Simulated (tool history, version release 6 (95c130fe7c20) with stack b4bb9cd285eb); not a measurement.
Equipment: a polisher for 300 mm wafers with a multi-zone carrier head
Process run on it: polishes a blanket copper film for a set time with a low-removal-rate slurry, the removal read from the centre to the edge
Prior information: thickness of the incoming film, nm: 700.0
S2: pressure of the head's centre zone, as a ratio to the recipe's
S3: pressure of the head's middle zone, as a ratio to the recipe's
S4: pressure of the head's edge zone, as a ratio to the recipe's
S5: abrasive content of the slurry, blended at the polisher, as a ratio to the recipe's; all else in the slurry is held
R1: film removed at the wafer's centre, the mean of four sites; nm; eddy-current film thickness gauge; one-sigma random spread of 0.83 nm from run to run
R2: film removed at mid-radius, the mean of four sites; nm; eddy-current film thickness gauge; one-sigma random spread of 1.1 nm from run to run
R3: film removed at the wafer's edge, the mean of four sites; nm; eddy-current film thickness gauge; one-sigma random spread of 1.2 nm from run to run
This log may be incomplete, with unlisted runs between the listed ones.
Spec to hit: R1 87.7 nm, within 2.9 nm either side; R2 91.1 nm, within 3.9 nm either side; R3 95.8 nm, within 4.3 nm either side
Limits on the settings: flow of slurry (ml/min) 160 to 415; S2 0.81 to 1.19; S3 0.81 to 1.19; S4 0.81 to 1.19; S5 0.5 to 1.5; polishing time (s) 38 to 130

{"run": 1, "hour": 0.0, "flow of slurry (ml/min)": 265, "S2": 1, "S3": 1, "S4": 1, "S5": 1, "polishing time (s)": 84, "R1": 194.61, "R2": 197.93, "R3": 202.64}
{"run": 2, "hour": 5.9, "flow of slurry (ml/min)": 265, "S2": 1, "S3": 1.03, "S4": 1, "S5": 1, "polishing time (s)": 84, "R1": 197.86, "R2": 200.01, "R3": 205.18}
{"run": 3, "hour": 8.1, "flow of slurry (ml/min)": 225, "S2": 1, "S3": 1.03, "S4": 1, "S5": 1, "polishing time (s)": 84, "R1": 194.85, "R2": 198.22, "R3": 203.39}
{"run": 4, "hour": 13.6, "flow of slurry (ml/min)": 225, "S2": 1, "S3": 1.03, "S4": 1, "S5": 1, "polishing time (s)": 69, "R1": 157.09, "R2": 161.53, "R3": 164.37}
{"run": 5, "hour": 16.3, "flow of slurry (ml/min)": 220, "S2": 0.98, "S3": 0.99, "S4": 0.98, "S5": 0.85, "polishing time (s)": 61, "R1": 131.8, "R2": 132.87, "R3": 136.99}
{"run": 6, "hour": 19.7, "flow of slurry (ml/min)": 215, "S2": 0.94, "S3": 0.96, "S4": 0.95, "S5": 0.75, "polishing time (s)": 58, "R1": 117.84, "R2": 119.93, "R3": 124.98}
{"run": 7, "hour": 24.2, "flow of slurry (ml/min)": 210, "S2": 0.91, "S3": 0.94, "S4": 0.92, "S5": 0.7, "polishing time (s)": 56, "R1": 104.44, "R2": 110.05, "R3": 116.65}
{"run": 8, "hour": 31.0, "flow of slurry (ml/min)": 215, "S2": 0.91, "S3": 0.93, "S4": 0.9, "S5": 0.65, "polishing time (s)": 54, "R1": 100.23, "R2": 103.43, "R3": 109.21}
{"run": 9, "hour": 33.9, "flow of slurry (ml/min)": 215, "S2": 0.91, "S3": 0.93, "S4": 0.9, "S5": 0.65, "polishing time (s)": 54, "R1": 100.65, "R2": 104.54, "R3": 108.01}
{"run": 10, "hour": 35.2, "flow of slurry (ml/min)": 210, "S2": 0.86, "S3": 0.87, "S4": 0.84, "S5": 0.5, "polishing time (s)": 48, "R1": 78.995, "R2": 81.306, "R3": 88.712}
{"run": 11, "hour": 41.7, "flow of slurry (ml/min)": 225, "S2": 0.87, "S3": 0.89, "S4": 0.86, "S5": 0.5, "polishing time (s)": 48, "R1": 80.775, "R2": 85.016, "R3": 92.849}
{"run": 12, "hour": 46.6, "flow of slurry (ml/min)": 230, "S2": 0.88, "S3": 0.9, "S4": 0.86, "S5": 0.5, "polishing time (s)": 48, "R1": 81.426, "R2": 85.81, "R3": 91.851}
{"run": 13, "hour": 52.5, "flow of slurry (ml/min)": 230, "S2": 0.89, "S3": 0.91, "S4": 0.87, "S5": 0.5, "polishing time (s)": 48, "R1": 82.337, "R2": 87.245, "R3": 89.919}
{"run": 14, "hour": 53.3, "flow of slurry (ml/min)": 260, "S2": 0.9, "S3": 0.89, "S4": 0.91, "S5": 0.7, "polishing time (s)": 49, "R1": 92.425, "R2": 96.576, "R3": 104.39}
{"run": 15, "hour": 56.4, "flow of slurry (ml/min)": 260, "S2": 0.9, "S3": 0.89, "S4": 0.89, "S5": 0.7, "polishing time (s)": 49, "R1": 95.651, "R2": 95.341, "R3": 103.54}
{"run": 16, "hour": 58.7, "flow of slurry (ml/min)": 260, "S2": 0.89, "S3": 0.89, "S4": 0.87, "S5": 0.7, "polishing time (s)": 49, "R1": 94.087, "R2": 95.153, "R3": 100.41}
{"run": 17, "hour": 61.0, "flow of slurry (ml/min)": 260, "S2": 0.88, "S3": 0.89, "S4": 0.86, "S5": 0.7, "polishing time (s)": 49, "R1": 93.014, "R2": 92.513, "R3": 101.33}

Pick the move, out of 5, that brings all results within their allowed miss; only one does.
{"run": "A", "hour": 63.3, "flow of slurry (ml/min)": 310, "S2": 0.95, "S3": 0.89, "S4": 0.84, "S5": 0.65, "polishing time (s)": 47, "R1": "?", "R2": "?", "R3": "?"}
{"run": "B", "hour": 63.3, "flow of slurry (ml/min)": 235, "S2": 0.99, "S3": 0.94, "S4": 0.83, "S5": 0.6, "polishing time (s)": 49, "R1": "?", "R2": "?", "R3": "?"}
{"run": "C", "hour": 63.3, "flow of slurry (ml/min)": 300, "S2": 0.85, "S3": 0.81, "S4": 0.89, "S5": 0.75, "polishing time (s)": 49, "R1": "?", "R2": "?", "R3": "?"}
{"run": "D", "hour": 63.3, "flow of slurry (ml/min)": 185, "S2": 0.88, "S3": 0.89, "S4": 0.81, "S5": 0.85, "polishing time (s)": 47, "R1": "?", "R2": "?", "R3": "?"}
{"run": "E", "hour": 63.3, "flow of slurry (ml/min)": 195, "S2": 0.89, "S3": 0.83, "S4": 0.86, "S5": 0.55, "polishing time (s)": 55, "R1": "?", "R2": "?", "R3": "?"}

move=A R1=94.217 R2=91.228 R3=94.41
move=B R1=97.268 R2=94.811 R3=93.88
move=C R1=90.49 R2=90.846 R3=104.4
move=D R1=86.81 R2=91.491 R3=94.583
move=E R1=93.372 R2=91.8 R3=103.1
A: moves away from the targets compared with the last run
B: moves away from the targets compared with the last run
C: brings the last run's worst result on target, with another outside its allowed miss
D: meets every target
E: moves away from the targets compared with the last run
D meets every target.
